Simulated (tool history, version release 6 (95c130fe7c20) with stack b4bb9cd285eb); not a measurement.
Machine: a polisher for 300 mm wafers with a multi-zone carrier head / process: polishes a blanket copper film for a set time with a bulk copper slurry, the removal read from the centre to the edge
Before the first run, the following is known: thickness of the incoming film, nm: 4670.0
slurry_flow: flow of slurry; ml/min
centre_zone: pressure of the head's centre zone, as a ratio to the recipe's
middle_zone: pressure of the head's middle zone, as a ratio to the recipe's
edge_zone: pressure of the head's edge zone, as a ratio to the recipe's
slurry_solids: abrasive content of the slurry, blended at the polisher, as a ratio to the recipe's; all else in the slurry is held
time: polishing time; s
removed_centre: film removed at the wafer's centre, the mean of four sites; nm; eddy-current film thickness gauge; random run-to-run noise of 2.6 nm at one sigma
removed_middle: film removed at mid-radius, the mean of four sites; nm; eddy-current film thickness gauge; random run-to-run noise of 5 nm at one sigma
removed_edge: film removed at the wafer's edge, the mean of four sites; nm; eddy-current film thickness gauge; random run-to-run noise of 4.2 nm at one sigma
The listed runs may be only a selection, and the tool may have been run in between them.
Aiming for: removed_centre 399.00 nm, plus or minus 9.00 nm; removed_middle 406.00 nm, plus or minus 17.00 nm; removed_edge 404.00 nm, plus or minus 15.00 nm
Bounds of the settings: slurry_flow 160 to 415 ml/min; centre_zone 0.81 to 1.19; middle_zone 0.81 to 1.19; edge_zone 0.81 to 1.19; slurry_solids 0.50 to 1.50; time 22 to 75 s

Run 1, hour 0.0: slurry_flow 265 ml/min, centre_zone 1.00, middle_zone 1.00, edge_zone 1.00, slurry_solids 1.00, time 48 s. Result: removed_centre 541.05 nm, removed_middle 528.65 nm, removed_edge 546.32 nm.
Run 2, hour 8.3: slurry_flow 265 ml/min, centre_zone 1.00, middle_zone 1.00, edge_zone 1.00, slurry_solids 0.85, time 48 s. Result: removed_centre 514.63 nm, removed_middle 508.36 nm, removed_edge 519.01 nm.
Run 3, hour 12.5: slurry_flow 265 ml/min, centre_zone 1.08, middle_zone 1.00, edge_zone 1.00, slurry_solids 0.85, time 48 s. Result: removed_centre 567.64 nm, removed_middle 510.90 nm, removed_edge 525.98 nm.
Run 4, hour 17.3: slurry_flow 265 ml/min, centre_zone 1.08, middle_zone 1.00, edge_zone 1.00, slurry_solids 1.00, time 48 s. Result: removed_centre 581.16 nm, removed_middle 518.34 nm, removed_edge 545.79 nm.
Run 5, hour 22.2: slurry_flow 260 ml/min, centre_zone 1.02, middle_zone 0.97, edge_zone 0.96, slurry_solids 0.85, time 47 s. Result: removed_centre 516.01 nm, removed_middle 479.57 nm, removed_edge 498.94 nm.
Run 6, hour 30.3: slurry_flow 260 ml/min, centre_zone 1.02, middle_zone 0.89, edge_zone 0.96, slurry_solids 0.85, time 47 s. Result: removed_centre 516.43 nm, removed_middle 439.84 nm, removed_edge 498.39 nm.
Run 7, hour 37.3: slurry_flow 255 ml/min, centre_zone 0.98, middle_zone 0.90, edge_zone 0.92, slurry_solids 0.75, time 47 s. Result: removed_centre 484.90 nm, removed_middle 428.73 nm, removed_edge 477.09 nm.
Run 8, hour 41.7: slurry_flow 255 ml/min, centre_zone 0.95, middle_zone 0.92, edge_zone 0.89, slurry_solids 0.65, time 46 s. Result: removed_centre 443.25 nm, removed_middle 426.73 nm, removed_edge 440.17 nm.
Run 9, hour 50.5: slurry_flow 245 ml/min, centre_zone 0.93, middle_zone 0.92, edge_zone 0.87, slurry_solids 0.60, time 46 s. Result: removed_centre 423.50 nm, removed_middle 409.96 nm, removed_edge 434.03 nm.
At hour 51.1: worn pad replaced by a new one.
Run 10, hour 51.1: slurry_flow 240 ml/min, centre_zone 0.93, middle_zone 0.93, edge_zone 0.85, slurry_solids 0.55, time 46 s. Result: removed_centre 456.65 nm, removed_middle 445.21 nm, removed_edge 441.90 nm.
Run 11, hour 52.2: slurry_flow 240 ml/min, centre_zone 0.91, middle_zone 0.92, edge_zone 0.84, slurry_solids 0.55, time 45 s. Result: removed_centre 430.71 nm, removed_middle 433.82 nm, removed_edge 443.42 nm.

Of the 4 settings listed for the next run, only one would bring every result within its allowed miss of target. Which one?
Run A, hour 53.3: slurry_flow 185 ml/min, centre_zone 0.91, middle_zone 0.93, edge_zone 0.81, slurry_solids 0.50, time 44 s. Result: removed_centre ?, removed_middle ?, removed_edge ?.
Run B, hour 53.3: slurry_flow 225 ml/min, centre_zone 0.89, middle_zone 1.00, edge_zone 0.81, slurry_solids 0.60, time 42 s. Result: removed_centre ?, removed_middle ?, removed_edge ?.
Run C, hour 53.3: slurry_flow 270 ml/min, centre_zone 1.03, middle_zone 1.10, edge_zone 0.81, slurry_solids 0.60, time 38 s. Result: removed_centre ?, removed_middle ?, removed_edge ?.
Run D, hour 53.3: slurry_flow 195 ml/min, centre_zone 0.97, middle_zone 1.01, edge_zone 0.83, slurry_solids 0.50, time 41 s. Result: removed_centre ?, removed_middle ?, removed_edge ?.

move  removed_centre  removed_middle  removed_edge
   A          400.32          392.47        399.01
   B          401.04          425.86        404.24
   C          430.38          426.13        370.91
   D          401.36          394.73        377.45
A: every result within its allowed miss
B: gets the furthest-off result to its target, but another result is out of tolerance
C: about as far from the targets as the last run
D: gets the furthest-off result to its target, but another result is out of tolerance
Go with A: it meets all targets.
